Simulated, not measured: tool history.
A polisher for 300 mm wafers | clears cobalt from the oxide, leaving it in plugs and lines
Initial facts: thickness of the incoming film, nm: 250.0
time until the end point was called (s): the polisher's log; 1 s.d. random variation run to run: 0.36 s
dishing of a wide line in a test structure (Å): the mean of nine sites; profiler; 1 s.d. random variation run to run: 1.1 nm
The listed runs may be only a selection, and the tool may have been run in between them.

| run | hour | flow of slurry (ml/min) | pressure of the wafer on the pad (psi) | speed of the pad under the wafer (cm/s) | overpolish time after the end point (s) | time until the end point was called (s) | dishing of a wide line in a test structure (Å) |
|---|---|---|---|---|---|---|---|
| 1 | 0 | 280 | 1.6 | 110 | 29 | 54.039 | 539.93 |
| 2 | 2.2 | 280 | 1.2 | 110 | 29 | 69.939 | 493.85 |
| 3 | 10.2 | 280 | 1.5 | 110 | 29 | 56.855 | 522.75 |
| 4 | 17.1 | 280 | 1.7 | 110 | 30 | 51.638 | 536.57 |
| 5 | 22.7 | 280 | 1.7 | 110 | 19 | 50.577 | 452.2 |
| 6 | 24.7 | 280 | 1.8 | 110 | 23 | 48.295 | 520.11 |
| 7 | 29.7 | 280 | 1.9 | 110 | 24 | 45.155 | 525.78 |
| 8 | 37.5 | 280 | 2 | 110 | 26 | 43.584 | 529.79 |
| 9 | 38.2 | 280 | 2.1 | 110 | 28 | 42.095 | 561.68 |

Run 10, settings as shown, results not yet in. Your forecast:
| 10 | 47 | 280 | 2.1 | 110 | 28 | ? | ? |

time until the end point was called (s): 40.953
dishing of a wide line in a test structure (Å): 556.01
